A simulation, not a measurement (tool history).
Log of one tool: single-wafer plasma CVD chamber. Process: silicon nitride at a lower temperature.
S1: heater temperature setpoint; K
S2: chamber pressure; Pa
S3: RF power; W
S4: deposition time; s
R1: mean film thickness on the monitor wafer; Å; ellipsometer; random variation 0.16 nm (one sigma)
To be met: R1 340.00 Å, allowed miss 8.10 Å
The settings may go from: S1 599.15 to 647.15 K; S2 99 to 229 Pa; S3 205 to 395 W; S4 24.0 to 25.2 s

run	hour	S1	S2	S3	S4	R1
1	0.0	623.15	164	300	25.2	278.53
2	3.0	623.15	164	340	25.2	313.52
3	5.7	623.15	164	340	25.2	314.50
4	6.4	623.15	164	340	25.2	315.34
5	10.3	623.15	185	340	25.2	324.32
6	19.0	623.15	185	340	24.0	307.98
7	27.2	623.15	188	345	24.0	316.72
8	28.8	623.15	192	350	24.0	318.67
9	36.1	623.15	195	355	24.0	323.57

4 next moves are on the table. One of them brings every result within its allowed miss. Which?
A	43.4	621.15	153	390	24.7	?
B	43.4	613.15	176	340	24.9	?
C	43.4	636.15	221	305	24.9	?
D	43.4	624.15	149	340	25.1	?

move	R1
A	336.98
B	314.74
C	299.36
D	303.43
A: meets every target
B: further off than the last run
C: further off than the last run
D: further off than the last run
Answer: A
